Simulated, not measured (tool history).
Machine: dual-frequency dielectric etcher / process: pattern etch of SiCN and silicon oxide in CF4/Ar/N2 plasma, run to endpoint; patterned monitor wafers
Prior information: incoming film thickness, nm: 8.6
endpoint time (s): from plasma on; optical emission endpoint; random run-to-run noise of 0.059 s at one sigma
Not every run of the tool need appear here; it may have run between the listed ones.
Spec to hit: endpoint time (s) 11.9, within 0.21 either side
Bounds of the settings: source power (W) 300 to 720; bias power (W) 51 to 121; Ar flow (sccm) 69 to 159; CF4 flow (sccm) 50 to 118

run 1 hour=0 | source_power_(W)=510 bias_power_(W)=86 Ar_flow_(sccm)=114 CF4_flow_(sccm)=84 | endpoint_time_(s)=8.5732
run 2 hour=1.9 | source_power_(W)=510 bias_power_(W)=86 Ar_flow_(sccm)=114 CF4_flow_(sccm)=97 | endpoint_time_(s)=8.4597
run 3 hour=8.7 | source_power_(W)=460 bias_power_(W)=85 Ar_flow_(sccm)=114 CF4_flow_(sccm)=97 | endpoint_time_(s)=9.2781
run 4 hour=16.8 | source_power_(W)=550 bias_power_(W)=85 Ar_flow_(sccm)=114 CF4_flow_(sccm)=97 | endpoint_time_(s)=7.9526
run 5 hour=24.8 | source_power_(W)=490 bias_power_(W)=84 Ar_flow_(sccm)=114 CF4_flow_(sccm)=97 | endpoint_time_(s)=8.891
run 6 hour=28.8 | source_power_(W)=450 bias_power_(W)=84 Ar_flow_(sccm)=114 CF4_flow_(sccm)=97 | endpoint_time_(s)=9.637
run 7 hour=29.9 | source_power_(W)=420 bias_power_(W)=84 Ar_flow_(sccm)=114 CF4_flow_(sccm)=97 | endpoint_time_(s)=10.199
run 8 hour=38.1 | source_power_(W)=320 bias_power_(W)=83 Ar_flow_(sccm)=114 CF4_flow_(sccm)=97 | endpoint_time_(s)=13.345
run 9 hour=42.4 | source_power_(W)=330 bias_power_(W)=83 Ar_flow_(sccm)=114 CF4_flow_(sccm)=97 | endpoint_time_(s)=12.893
run 10 hour=47.9 | source_power_(W)=380 bias_power_(W)=84 Ar_flow_(sccm)=114 CF4_flow_(sccm)=97 | endpoint_time_(s)=11.287
-- hour=56 source power generator calibrated
run 11 hour=56 | source_power_(W)=380 bias_power_(W)=84 Ar_flow_(sccm)=114 CF4_flow_(sccm)=97 | endpoint_time_(s)=11.519

Consider the 5 candidate settings below. Which is the only one whose results all fall within their allowed miss of target?
run A hour=64.1 | source_power_(W)=400 bias_power_(W)=78 Ar_flow_(sccm)=105 CF4_flow_(sccm)=86 | endpoint_time_(s)=?
run B hour=64.1 | source_power_(W)=390 bias_power_(W)=82 Ar_flow_(sccm)=120 CF4_flow_(sccm)=103 | endpoint_time_(s)=?
run C hour=64.1 | source_power_(W)=370 bias_power_(W)=87 Ar_flow_(sccm)=104 CF4_flow_(sccm)=110 | endpoint_time_(s)=?
run D hour=64.1 | source_power_(W)=380 bias_power_(W)=76 Ar_flow_(sccm)=141 CF4_flow_(sccm)=95 | endpoint_time_(s)=?
run E hour=64.1 | source_power_(W)=380 bias_power_(W)=77 Ar_flow_(sccm)=112 CF4_flow_(sccm)=99 | endpoint_time_(s)=?

move=A endpoint_time_(s)=11.277
move=B endpoint_time_(s)=11.31
move=C endpoint_time_(s)=11.287
move=D endpoint_time_(s)=12.38
move=E endpoint_time_(s)=11.854
A: misses by more than the last run did
B: misses by more than the last run did
C: misses by more than the last run did
D: carries the result that was furthest off beyond its target, to the other side
E: hits every target within its allowed miss
Move E is the one to make.
